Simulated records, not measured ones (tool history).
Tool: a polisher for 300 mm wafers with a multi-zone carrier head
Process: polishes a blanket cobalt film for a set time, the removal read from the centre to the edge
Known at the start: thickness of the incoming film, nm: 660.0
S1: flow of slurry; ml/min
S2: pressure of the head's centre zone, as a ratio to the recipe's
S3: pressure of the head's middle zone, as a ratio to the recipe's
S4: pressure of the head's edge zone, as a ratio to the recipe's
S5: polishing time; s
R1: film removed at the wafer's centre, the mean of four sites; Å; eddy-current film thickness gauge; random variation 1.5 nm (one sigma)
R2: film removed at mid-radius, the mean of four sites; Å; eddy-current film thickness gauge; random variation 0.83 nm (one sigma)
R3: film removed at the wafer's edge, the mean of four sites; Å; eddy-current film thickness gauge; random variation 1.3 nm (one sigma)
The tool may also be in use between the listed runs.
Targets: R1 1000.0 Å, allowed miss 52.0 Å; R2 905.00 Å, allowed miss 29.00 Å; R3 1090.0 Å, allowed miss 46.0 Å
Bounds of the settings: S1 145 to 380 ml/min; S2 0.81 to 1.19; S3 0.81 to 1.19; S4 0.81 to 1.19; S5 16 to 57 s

{"run": 1, "hour": 0.0, "S1": 245, "S2": 1.0, "S3": 1.0, "S4": 1.0, "S5": 36, "R1": 1911.6, "R2": 1895.4, "R3": 1942.3}
{"run": 2, "hour": 2.2, "S1": 235, "S2": 0.98, "S3": 0.95, "S4": 1.0, "S5": 30, "R1": 1559.5, "R2": 1511.8, "R3": 1596.4}
{"run": 3, "hour": 10.8, "S1": 235, "S2": 0.98, "S3": 0.92, "S4": 1.0, "S5": 30, "R1": 1543.1, "R2": 1473.2, "R3": 1625.3}
{"run": 4, "hour": 15.2, "S1": 225, "S2": 0.97, "S3": 0.89, "S4": 0.99, "S5": 26, "R1": 1340.9, "R2": 1235.6, "R3": 1374.1}
{"run": 5, "hour": 21.3, "S1": 225, "S2": 0.97, "S3": 0.89, "S4": 0.99, "S5": 31, "R1": 1640.0, "R2": 1468.2, "R3": 1662.3}
{"run": 6, "hour": 27.3, "S1": 175, "S2": 0.97, "S3": 0.89, "S4": 0.99, "S5": 31, "R1": 1577.4, "R2": 1399.1, "R3": 1610.1}
{"run": 7, "hour": 31.3, "S1": 170, "S2": 0.95, "S3": 0.87, "S4": 0.99, "S5": 27, "R1": 1300.5, "R2": 1222.8, "R3": 1384.6}
{"hour": 32.9, "done": "worn pad replaced by a new one"}
{"run": 8, "hour": 32.9, "S1": 165, "S2": 0.95, "S3": 0.85, "S4": 1.0, "S5": 25, "R1": 1296.1, "R2": 1176.9, "R3": 1421.1}
{"run": 9, "hour": 33.7, "S1": 165, "S2": 0.95, "S3": 0.85, "S4": 1.0, "S5": 25, "R1": 1268.6, "R2": 1158.2, "R3": 1414.9}
{"run": 10, "hour": 35.1, "S1": 160, "S2": 0.95, "S3": 0.84, "S4": 0.98, "S5": 23, "R1": 1192.0, "R2": 1062.7, "R3": 1245.9}
{"run": 11, "hour": 39.2, "S1": 155, "S2": 0.94, "S3": 0.83, "S4": 0.98, "S5": 22, "R1": 1116.4, "R2": 1004.7, "R3": 1214.4}
{"run": 12, "hour": 42.9, "S1": 155, "S2": 0.93, "S3": 0.82, "S4": 0.97, "S5": 21, "R1": 1036.9, "R2": 920.28, "R3": 1122.9}
{"run": 13, "hour": 46.2, "S1": 155, "S2": 0.92, "S3": 0.82, "S4": 0.96, "S5": 21, "R1": 1041.2, "R2": 936.18, "R3": 1103.9}

Which of these 4 next moves meets every target?
{"run": "A", "hour": 49.5, "S1": 145, "S2": 0.91, "S3": 0.81, "S4": 0.92, "S5": 21, "R1": "?", "R2": "?", "R3": "?"}
{"run": "B", "hour": 49.5, "S1": 155, "S2": 1.0, "S3": 0.81, "S4": 0.86, "S5": 22, "R1": "?", "R2": "?", "R3": "?"}
{"run": "C", "hour": 49.5, "S1": 145, "S2": 0.9, "S3": 0.82, "S4": 0.98, "S5": 22, "R1": "?", "R2": "?", "R3": "?"}
{"run": "D", "hour": 49.5, "S1": 160, "S2": 0.95, "S3": 0.86, "S4": 0.89, "S5": 21, "R1": "?", "R2": "?", "R3": "?"}

move=A R1=1027.6 R2=911.16 R3=1065.3
move=B R1=1180.5 R2=969.57 R3=1095.0
move=C R1=1067.3 R2=964.11 R3=1149.1
move=D R1=1091.1 R2=979.11 R3=1066.1
A: meets every target
B: further off than the last run
C: further off than the last run
D: further off than the last run
The right move is A.
